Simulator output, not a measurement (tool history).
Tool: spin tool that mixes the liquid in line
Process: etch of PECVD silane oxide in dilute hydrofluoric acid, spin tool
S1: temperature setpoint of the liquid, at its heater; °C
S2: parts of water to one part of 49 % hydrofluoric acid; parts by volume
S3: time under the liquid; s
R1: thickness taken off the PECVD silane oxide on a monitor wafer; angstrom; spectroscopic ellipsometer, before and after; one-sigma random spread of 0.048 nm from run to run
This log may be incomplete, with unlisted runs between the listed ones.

{"run": 1, "day": 0.0, "S1": 21, "S2": 235, "S3": 120, "R1": 214.85}
{"run": 2, "day": 0.15, "S1": 20, "S2": 260, "S3": 120, "R1": 181.2}
{"run": 3, "day": 0.367, "S1": 20, "S2": 260, "S3": 120, "R1": 181.56}
{"run": 4, "day": 0.729, "S1": 19, "S2": 275, "S3": 120, "R1": 164.26}
{"run": 5, "day": 1.058, "S1": 19, "S2": 275, "S3": 130, "R1": 175.9}
{"run": 6, "day": 1.342, "S1": 17, "S2": 275, "S3": 130, "R1": 164.92}
{"run": 7, "day": 1.55, "S1": 17, "S2": 290, "S3": 130, "R1": 154.68}
{"day": 1.683, "done": "hydrofluoric acid flow meter replaced"}
{"run": 8, "day": 1.683, "S1": 17, "S2": 305, "S3": 130, "R1": 127.99}

Expected results for the next run?
{"run": 9, "day": 1.892, "S1": 17, "S2": 310, "S3": 130, "R1": "?"}

{"run 9": {"R1": 125.27}}
